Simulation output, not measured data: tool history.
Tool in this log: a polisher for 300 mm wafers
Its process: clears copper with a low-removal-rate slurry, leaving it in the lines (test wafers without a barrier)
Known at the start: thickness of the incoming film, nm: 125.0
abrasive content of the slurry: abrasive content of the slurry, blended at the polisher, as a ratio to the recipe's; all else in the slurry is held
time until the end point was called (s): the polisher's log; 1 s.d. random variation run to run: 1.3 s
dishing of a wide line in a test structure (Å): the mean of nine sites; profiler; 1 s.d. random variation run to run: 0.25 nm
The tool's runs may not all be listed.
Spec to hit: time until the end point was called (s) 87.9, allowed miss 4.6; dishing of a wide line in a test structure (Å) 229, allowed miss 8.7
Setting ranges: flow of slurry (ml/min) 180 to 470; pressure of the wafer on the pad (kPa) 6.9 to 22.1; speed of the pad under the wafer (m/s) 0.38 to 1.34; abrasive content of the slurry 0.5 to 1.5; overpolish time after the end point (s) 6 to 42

run,day,flow of slurry (ml/min),pressure of the wafer on the pad (kPa),speed of the pad under the wafer (m/s),abrasive content of the slurry,overpolish time after the end point (s),time until the end point was called (s),dishing of a wide line in a test structure (Å)
1,0,300,14.5,0.86,1,21,58.229,282.94
2,0.262,300,14.5,0.7,1,21,73.909,237.42
3,0.438,300,13.8,0.7,1,22,75.593,244.77
4,0.567,300,13.8,0.7,1.1,22,74.003,243.17
5,0.6,300,13.8,0.7,1.1,26,74.111,277.99
6,0.825,300,13.1,0.7,1.1,26,77.217,272.08
7,1.004,300,12.4,0.7,1.1,26,81.138,265.2
8,1.354,305,12.4,0.7,1.1,26,80.974,259.23
9,1.679,310,11.7,0.7,1.1,25,82.808,247.98
10,2.05,305,11.7,0.7,1.1,25,83.109,244.14

Next run, 4 choices. One meets every target within its allowed miss, the rest don't. Which?
A,2.421,255,13.8,0.54,1.25,28,?,?
B,2.421,300,11,0.7,1.15,24,?,?
C,2.421,335,12.4,0.58,1.1,29,?,?
D,2.421,320,11.7,0.54,1.15,32,?,?

move,time until the end point was called (s),dishing of a wide line in a test structure (Å)
A,94.169,242.44
B,86.477,226.52
C,94.797,247.15
D,105.59,244.58
A: nearer the targets than the last run, but a result is still out of spec
B: each result inside its tolerance
C: lands further from the targets than the last run did
D: lands further from the targets than the last run did
B is the move that brings every result within its allowed miss.
